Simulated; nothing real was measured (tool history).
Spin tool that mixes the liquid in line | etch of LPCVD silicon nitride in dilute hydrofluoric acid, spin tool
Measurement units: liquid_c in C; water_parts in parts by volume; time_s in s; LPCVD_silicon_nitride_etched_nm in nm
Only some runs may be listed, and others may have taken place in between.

run,hour,liquid_c,water_parts,time_s,LPCVD_silicon_nitride_etched_nm
1,0,24,50,260,2.1365
2,8.3,23,50,260,1.9492
3,8.9,23,55,260,1.7736
4,11.5,23,70,260,1.3902
5,13.6,23,70,280,1.5295
6,20.9,23,55,280,1.9633
7,25.3,22.5,55,280,1.8515

What does the tool deliver on the next run?
8,28.2,22.5,55,280,?

LPCVD_silicon_nitride_etched_nm: 1.8313 nm
